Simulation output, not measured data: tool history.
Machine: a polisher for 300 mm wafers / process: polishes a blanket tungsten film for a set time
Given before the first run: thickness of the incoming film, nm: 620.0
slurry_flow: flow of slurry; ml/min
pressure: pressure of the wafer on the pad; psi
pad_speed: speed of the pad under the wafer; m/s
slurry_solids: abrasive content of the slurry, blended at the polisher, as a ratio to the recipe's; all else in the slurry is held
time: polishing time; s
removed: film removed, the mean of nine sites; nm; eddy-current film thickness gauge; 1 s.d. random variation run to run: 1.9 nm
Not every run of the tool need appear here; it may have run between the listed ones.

run  hour  slurry_flow  pressure  pad_speed  slurry_solids  time  removed
  1   0.0          185       3.2       1.20            1.0    60   260.26
  2   8.2          185       3.0       1.20            1.0    60   246.61
  3  10.6          185       2.8       1.18            1.0    60   224.71
  4  11.8          170       2.8       1.18            1.0    60   224.45
  5  17.7          170       2.8       1.32            1.0    60   248.10
  6  26.6          170       2.6       1.30            1.0    60   226.37
  7  30.1          170       2.5       1.30            1.0    60   221.78
  8  36.2          170       2.4       1.28            1.0    60   207.58

Run 9 comes next. What will it give?
  9  41.3          170       2.3       1.28            1.0    60        ?

removed: 194.23 nm

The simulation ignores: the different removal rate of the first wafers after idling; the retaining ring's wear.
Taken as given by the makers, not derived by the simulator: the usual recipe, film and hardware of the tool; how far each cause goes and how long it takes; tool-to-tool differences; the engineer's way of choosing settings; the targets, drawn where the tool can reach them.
